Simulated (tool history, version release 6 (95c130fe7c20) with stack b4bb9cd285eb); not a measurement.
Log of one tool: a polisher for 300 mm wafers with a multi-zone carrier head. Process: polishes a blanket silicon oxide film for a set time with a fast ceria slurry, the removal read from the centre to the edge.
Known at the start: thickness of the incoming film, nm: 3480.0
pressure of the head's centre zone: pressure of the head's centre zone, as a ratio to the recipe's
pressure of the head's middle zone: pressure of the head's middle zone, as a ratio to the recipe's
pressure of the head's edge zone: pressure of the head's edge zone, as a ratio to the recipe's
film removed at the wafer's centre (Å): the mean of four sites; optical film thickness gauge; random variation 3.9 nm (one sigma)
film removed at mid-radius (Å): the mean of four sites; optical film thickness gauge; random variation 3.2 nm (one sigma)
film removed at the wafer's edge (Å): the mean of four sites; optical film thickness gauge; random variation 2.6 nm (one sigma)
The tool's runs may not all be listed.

run,hour,flow of slurry (ml/min),pressure of the head's centre zone,pressure of the head's middle zone,pressure of the head's edge zone,polishing time (s),film removed at the wafer's centre (Å),film removed at mid-radius (Å),film removed at the wafer's edge (Å)
1,0.0,190,1.00,1.00,1.00,47,4381.9,4250.8,4186.7
2,2.7,190,1.08,1.00,1.00,47,4458.9,4096.8,4169.2
3,4.8,190,1.08,1.00,1.00,36,3438.9,3283.6,3254.4
4,11.3,180,1.06,0.96,1.00,33,3178.7,2794.6,2938.8
5,20.1,170,1.01,0.96,1.02,32,2806.2,2736.5,2880.8
6,24.0,170,0.95,0.96,1.02,32,2766.3,2722.1,2857.6

Forecast run 7:
7,30.7,160,0.95,0.94,1.00,32,?,?,?

Run 7 gave film removed at the wafer's centre (Å) 2724.0, film removed at mid-radius (Å) 2713.9, film removed at the wafer's edge (Å) 2805.2.

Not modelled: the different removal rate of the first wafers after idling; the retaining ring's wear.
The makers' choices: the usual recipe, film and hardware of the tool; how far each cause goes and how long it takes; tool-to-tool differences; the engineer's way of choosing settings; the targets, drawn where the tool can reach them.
